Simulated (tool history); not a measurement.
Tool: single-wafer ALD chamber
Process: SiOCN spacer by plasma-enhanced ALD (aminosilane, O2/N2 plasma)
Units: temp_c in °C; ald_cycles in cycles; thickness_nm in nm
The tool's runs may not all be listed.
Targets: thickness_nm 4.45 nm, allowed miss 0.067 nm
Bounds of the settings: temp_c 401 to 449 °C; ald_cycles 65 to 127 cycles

Run 1, day 0: temp_c 425 °C, ald_cycles 96 cycles. Result: thickness_nm 5.3205 nm.
Run 2, day 0.271: temp_c 425 °C, ald_cycles 85 cycles. Result: thickness_nm 4.7421 nm.
Run 3, day 0.638: temp_c 429 °C, ald_cycles 84 cycles. Result: thickness_nm 4.612 nm.
Run 4, day 0.771: temp_c 429 °C, ald_cycles 78 cycles. Result: thickness_nm 4.2462 nm.
Run 5, day 0.967: temp_c 436 °C, ald_cycles 78 cycles. Result: thickness_nm 4.1391 nm.
Run 6, day 1.025: temp_c 436 °C, ald_cycles 65 cycles. Result: thickness_nm 3.469 nm.
Run 7, day 1.146: temp_c 428 °C, ald_cycles 68 cycles. Result: thickness_nm 3.7307 nm.
Run 8, day 1.321: temp_c 422 °C, ald_cycles 71 cycles. Result: thickness_nm 3.9768 nm.
Run 9, day 1.567: temp_c 417 °C, ald_cycles 72 cycles. Result: thickness_nm 4.119 nm.
Run 10, day 1.812: temp_c 413 °C, ald_cycles 73 cycles. Result: thickness_nm 4.2418 nm.
Run 11, day 1.954: temp_c 410 °C, ald_cycles 73 cycles. Result: thickness_nm 4.2559 nm.
Run 12, day 2.025: temp_c 408 °C, ald_cycles 74 cycles. Result: thickness_nm 4.3633 nm.
Run 13, day 2.096: temp_c 404 °C, ald_cycles 74 cycles. Result: thickness_nm 4.3663 nm.
Run 14, day 2.267: temp_c 403 °C, ald_cycles 74 cycles. Result: thickness_nm 4.3962 nm.

5 next moves are on the table. One of them brings every result within its allowed miss. Which?
Run A, day 2.438: temp_c 407 °C, ald_cycles 73 cycles. Result: thickness_nm ?.
Run B, day 2.438: temp_c 406 °C, ald_cycles 75 cycles. Result: thickness_nm ?.
Run C, day 2.438: temp_c 404 °C, ald_cycles 72 cycles. Result: thickness_nm ?.
Run D, day 2.438: temp_c 401 °C, ald_cycles 72 cycles. Result: thickness_nm ?.
Run E, day 2.438: temp_c 410 °C, ald_cycles 74 cycles. Result: thickness_nm ?.

move  thickness_nm
   A        4.3288
   B        4.4474
   C        4.2695
   D        4.2695
   E        4.3511
A: further off than the last run
B: meets every target
C: further off than the last run
D: further off than the last run
E: further off than the last run
Move B is the one to make.

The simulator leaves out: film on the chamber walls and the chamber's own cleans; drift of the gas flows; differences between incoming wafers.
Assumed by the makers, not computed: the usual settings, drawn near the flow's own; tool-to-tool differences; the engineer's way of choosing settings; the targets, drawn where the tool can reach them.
